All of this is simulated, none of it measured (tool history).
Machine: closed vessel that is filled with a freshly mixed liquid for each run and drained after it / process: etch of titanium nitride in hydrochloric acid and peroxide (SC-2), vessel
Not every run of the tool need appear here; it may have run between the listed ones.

run,hour,temperature setpoint of the liquid (K),parts of water to one part each of 37 % hydrochloric acid and 30 % peroxide (parts by volume),time in the liquid (s),thickness taken off the titanium nitride on a monitor wafer (nm)
1,0,321.15,7,490,16.633
2,8.9,324.65,6.5,490,22.682
3,15.9,324.65,6.5,520,23.973
4,24.6,327.15,6.5,520,28.458
5,27,329.15,6.5,520,32.236
6,34,329.15,5.5,520,36.492
7,43,330.65,5.5,520,39.91

Predict the results of run 8:
8,48.1,332.15,5.5,520,?

{"run 8": {"thickness taken off the titanium nitride on a monitor wafer (nm)": 44.757}}
